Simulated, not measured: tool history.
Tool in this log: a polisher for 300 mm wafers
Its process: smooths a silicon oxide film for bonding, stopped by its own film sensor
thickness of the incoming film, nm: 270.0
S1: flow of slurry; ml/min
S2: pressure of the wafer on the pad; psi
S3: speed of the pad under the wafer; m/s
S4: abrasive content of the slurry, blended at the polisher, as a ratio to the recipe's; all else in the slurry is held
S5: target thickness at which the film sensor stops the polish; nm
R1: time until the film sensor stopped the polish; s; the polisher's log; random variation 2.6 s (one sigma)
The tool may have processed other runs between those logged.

| run | day | S1 | S2 | S3 | S4 | S5 | R1 |
|---|---|---|---|---|---|---|---|
| 1 | 0.000 | 285 | 1.4 | 0.74 | 1.00 | 237 | 93.919 |
| 2 | 0.358 | 285 | 1.4 | 0.74 | 0.85 | 237 | 103.480 |
| 3 | 0.671 | 285 | 1.4 | 0.90 | 0.85 | 237 | 88.548 |
| 4 | 0.950 | 285 | 1.4 | 0.76 | 0.85 | 237 | 103.440 |
| 5 | 0.971 | 285 | 1.4 | 0.76 | 0.95 | 237 | 93.814 |
| 6 | 1.033 | 285 | 1.4 | 0.76 | 0.85 | 237 | 102.510 |

Run 7 is up next; what results do you expect?
| 7 | 1.283 | 285 | 1.3 | 0.74 | 0.85 | 237 | ? |

{"run 7": {"R1": 109.83}}
